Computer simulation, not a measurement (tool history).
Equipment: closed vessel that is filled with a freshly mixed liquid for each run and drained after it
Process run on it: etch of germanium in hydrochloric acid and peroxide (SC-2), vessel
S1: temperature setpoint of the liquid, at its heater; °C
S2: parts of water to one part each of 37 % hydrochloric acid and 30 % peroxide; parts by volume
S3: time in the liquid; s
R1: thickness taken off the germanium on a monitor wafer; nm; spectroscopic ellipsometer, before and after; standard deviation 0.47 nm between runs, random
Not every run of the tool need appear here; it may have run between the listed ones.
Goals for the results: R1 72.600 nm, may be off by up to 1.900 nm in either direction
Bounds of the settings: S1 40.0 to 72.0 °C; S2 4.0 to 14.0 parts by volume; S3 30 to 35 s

run,hour,S1,S2,S3,R1
1,0.0,56.0,7.5,35,116.530
2,7.6,56.0,6.0,35,118.140
3,12.8,62.0,6.0,35,143.420
4,16.5,62.0,6.0,35,141.690
5,24.4,62.0,8.5,35,137.620
6,28.8,59.5,8.5,35,129.580
7,31.9,57.0,8.5,35,119.220
8,36.4,55.0,8.5,35,111.720
9,44.0,47.0,9.0,35,87.153
10,52.4,46.5,9.0,35,86.135
11,59.8,46.0,9.0,35,83.143
12,62.3,45.5,9.0,35,82.089
# hour 70.2: chemicals flow meter replaced
13,70.2,45.0,9.0,35,82.216
14,73.7,44.5,9.0,35,80.236
15,79.1,44.0,9.0,35,78.646

Of the 4 settings listed for the next run, only one would bring every result within its allowed miss of target. Which one?
A,84.5,46.5,8.5,35,?
B,84.5,44.5,11.5,30,?
C,84.5,41.5,10.0,35,?
D,84.5,44.5,8.0,35,?

move,R1
A,87.223
B,68.246
C,73.079
D,82.031
A: its largest miss is bigger than the last run's
B: the result that was furthest off in the last run now lies on the other side of its target
C: each result inside its tolerance
D: its largest miss is bigger than the last run's
Go with C: it meets all targets.
